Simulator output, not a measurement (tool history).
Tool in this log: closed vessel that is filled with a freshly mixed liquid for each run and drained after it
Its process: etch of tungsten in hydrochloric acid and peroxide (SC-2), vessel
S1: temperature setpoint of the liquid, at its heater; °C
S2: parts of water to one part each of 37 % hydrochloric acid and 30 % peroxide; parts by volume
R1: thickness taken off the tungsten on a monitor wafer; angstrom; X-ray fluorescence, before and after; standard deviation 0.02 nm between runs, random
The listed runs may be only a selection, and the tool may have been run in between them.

{"run": 1, "hour": 0.0, "S1": 59.0, "S2": 6.5, "time in the liquid (s)": 30, "R1": 140.19}
{"run": 2, "hour": 0.5, "S1": 59.0, "S2": 4.5, "time in the liquid (s)": 30, "R1": 183.27}
{"run": 3, "hour": 7.8, "S1": 59.0, "S2": 4.0, "time in the liquid (s)": 30, "R1": 198.63}
{"run": 4, "hour": 15.3, "S1": 59.0, "S2": 4.0, "time in the liquid (s)": 30, "R1": 199.03}
{"run": 5, "hour": 21.7, "S1": 59.0, "S2": 4.0, "time in the liquid (s)": 30, "R1": 200.04}
{"run": 6, "hour": 26.8, "S1": 56.0, "S2": 4.5, "time in the liquid (s)": 30, "R1": 152.26}
{"run": 7, "hour": 31.3, "S1": 53.5, "S2": 4.5, "time in the liquid (s)": 30, "R1": 128.79}
{"run": 8, "hour": 40.1, "S1": 45.5, "S2": 5.5, "time in the liquid (s)": 30, "R1": 65.634}

Run 9 is up next; what results do you expect?
{"run": 9, "hour": 48.5, "S1": 43.5, "S2": 5.5, "time in the liquid (s)": 30, "R1": "?"}

For run 9 the tool returned R1 56.851 angstrom.

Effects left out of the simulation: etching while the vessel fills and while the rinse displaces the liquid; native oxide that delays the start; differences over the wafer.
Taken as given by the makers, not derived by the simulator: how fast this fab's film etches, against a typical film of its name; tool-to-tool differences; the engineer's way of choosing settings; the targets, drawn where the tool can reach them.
